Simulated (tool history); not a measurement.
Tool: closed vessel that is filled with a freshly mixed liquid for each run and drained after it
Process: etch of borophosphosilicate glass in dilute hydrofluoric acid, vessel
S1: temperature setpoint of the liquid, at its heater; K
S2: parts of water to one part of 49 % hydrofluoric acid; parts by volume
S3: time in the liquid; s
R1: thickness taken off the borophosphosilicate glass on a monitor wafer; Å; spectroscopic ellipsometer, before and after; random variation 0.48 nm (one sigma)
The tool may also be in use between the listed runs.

run	hour	S1	S2	S3	R1
1	0	297.15	80	90	661.03
2	7	293.65	80	90	573.02
3	11.8	293.65	55	90	864.92
4	19.8	296.15	55	90	953.99
5	22.9	298.15	55	90	1032.2
6	28.2	301.15	55	90	1171.5

Forecast run 7:
7	34.7	301.65	55	90	?

{"run 7": {"R1": 1204.5}}
